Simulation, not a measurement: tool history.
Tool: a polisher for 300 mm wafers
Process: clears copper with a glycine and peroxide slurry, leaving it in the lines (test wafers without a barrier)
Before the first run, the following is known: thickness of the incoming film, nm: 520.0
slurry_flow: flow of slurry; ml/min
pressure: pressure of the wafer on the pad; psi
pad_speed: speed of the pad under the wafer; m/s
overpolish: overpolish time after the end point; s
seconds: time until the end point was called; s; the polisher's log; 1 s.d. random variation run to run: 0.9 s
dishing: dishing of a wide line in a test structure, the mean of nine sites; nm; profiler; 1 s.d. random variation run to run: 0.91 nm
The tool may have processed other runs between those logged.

run	day	slurry_flow	pressure	pad_speed	overpolish	seconds	dishing
1	0	295	2.5	0.94	16	137.32	39.124
2	0.158	295	2.5	0.94	23	137.29	51.635
3	0.342	295	2.5	0.76	23	159.84	47.953
4	0.683	295	3	0.76	23	136.07	51.913
5	0.921	295	2.7	0.76	23	147.09	48.676
6	0.958	295	2.7	0.96	23	126.84	53.705
7	1.292	295	2.8	0.96	24	123.31	56.548
8	1.404	295	2.8	0.96	24	123.6	58.209
9	1.629	295	2.9	0.96	24	119.65	60.425
10	1.708	300	2.9	0.96	24	120.47	58.378
11	2.012	300	3	0.96	24	113.96	58.239

Run 12 has not been measured yet. What should we expect?
12	2.117	295	3	0.96	25	?	?

Run 12 produced seconds 115.42 s, dishing 62.607 nm.
